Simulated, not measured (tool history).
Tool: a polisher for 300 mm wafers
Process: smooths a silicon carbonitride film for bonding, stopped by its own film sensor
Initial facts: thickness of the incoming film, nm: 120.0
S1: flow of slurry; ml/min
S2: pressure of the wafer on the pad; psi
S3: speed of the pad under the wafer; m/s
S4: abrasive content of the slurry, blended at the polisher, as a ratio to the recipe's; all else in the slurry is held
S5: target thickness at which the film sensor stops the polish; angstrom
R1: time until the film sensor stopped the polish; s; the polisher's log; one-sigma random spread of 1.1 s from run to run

run 1 day=0.000 | S1=240 S2=2.1 S3=1.12 S4=1.0 S5=930 | R1=99.583
run 2 day=0.346 | S1=240 S2=1.7 S3=1.12 S4=1.0 S5=930 | R1=122.880
run 3 day=0.721 | S1=240 S2=1.9 S3=1.14 S4=1.0 S5=930 | R1=108.900
run 4 day=0.954 | S1=240 S2=1.9 S3=1.30 S4=1.0 S5=930 | R1=95.425
run 5 day=1.246 | S1=240 S2=1.9 S3=1.30 S4=1.0 S5=930 | R1=96.463
run 6 day=1.583 | S1=240 S2=2.0 S3=1.30 S4=1.0 S5=930 | R1=92.597

Predict the results of run 7:
run 7 day=1.867 | S1=240 S2=2.1 S3=1.30 S4=1.0 S5=930 | R1=?

{"run 7": {"R1": 89.259}}
